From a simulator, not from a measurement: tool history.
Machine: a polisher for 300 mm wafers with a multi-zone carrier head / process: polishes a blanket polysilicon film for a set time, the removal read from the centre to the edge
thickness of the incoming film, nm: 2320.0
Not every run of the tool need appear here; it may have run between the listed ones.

run	hour	flow of slurry (ml/min)	pressure of the head's centre zone	pressure of the head's middle zone	pressure of the head's edge zone	polishing time (s)	film removed at the wafer's centre (nm)	film removed at mid-radius (nm)	film removed at the wafer's edge (nm)
1	0.0	175	1.00	1.00	1.00	46	199.03	195.49	193.58
2	1.5	175	1.00	1.00	1.00	55	236.65	228.44	230.70
3	6.0	175	1.00	0.97	1.00	55	236.20	232.11	227.60
4	12.9	175	1.06	0.97	1.00	55	252.88	223.82	225.85
5	20.1	175	1.06	0.97	1.00	45	202.24	187.18	185.83
6	23.4	175	1.06	1.04	1.00	45	201.36	198.86	188.00
7	24.7	165	1.02	1.03	0.99	44	191.65	193.13	180.27

For run 8, what comes out?
8	26.4	160	0.98	1.02	0.99	43	?	?	?

Run 8 came out at film removed at the wafer's centre (nm) 179.74, film removed at mid-radius (nm) 181.69, film removed at the wafer's edge (nm) 173.59.

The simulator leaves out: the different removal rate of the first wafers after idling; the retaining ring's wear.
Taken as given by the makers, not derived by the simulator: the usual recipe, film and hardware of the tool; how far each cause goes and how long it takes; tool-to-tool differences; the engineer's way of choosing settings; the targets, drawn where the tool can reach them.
